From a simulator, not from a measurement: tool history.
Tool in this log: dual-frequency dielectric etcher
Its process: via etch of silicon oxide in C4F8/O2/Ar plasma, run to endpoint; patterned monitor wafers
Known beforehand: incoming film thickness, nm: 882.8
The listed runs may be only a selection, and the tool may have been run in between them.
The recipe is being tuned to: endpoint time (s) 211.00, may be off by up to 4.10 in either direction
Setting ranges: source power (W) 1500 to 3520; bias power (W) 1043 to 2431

run	hour	source power (W)	bias power (W)	endpoint time (s)
1	0.0	2510	1737	165.78
2	1.4	2290	1737	174.03
3	9.0	2070	1672	186.99
4	10.9	1940	1661	193.09
5	15.0	1940	1375	200.04
6	18.4	1940	1108	206.06
7	25.5	1780	1081	218.62
8	26.9	1820	1085	215.21

4 candidate next runs follow, results not yet known. Just one meets every target within its allowed miss. Identify it.
A	28.3	2030	1043	?
B	28.3	1900	1054	?
C	28.3	1700	1187	?
D	28.3	1690	1198	?

move	endpoint time (s)
A	202.59
B	210.84
C	223.20
D	223.80
A: takes the result that was furthest off past its target
B: hits every target within its allowed miss
C: the biggest miss grows against the last run
D: the biggest miss grows against the last run
So the answer is move B, the one that meets all the targets.

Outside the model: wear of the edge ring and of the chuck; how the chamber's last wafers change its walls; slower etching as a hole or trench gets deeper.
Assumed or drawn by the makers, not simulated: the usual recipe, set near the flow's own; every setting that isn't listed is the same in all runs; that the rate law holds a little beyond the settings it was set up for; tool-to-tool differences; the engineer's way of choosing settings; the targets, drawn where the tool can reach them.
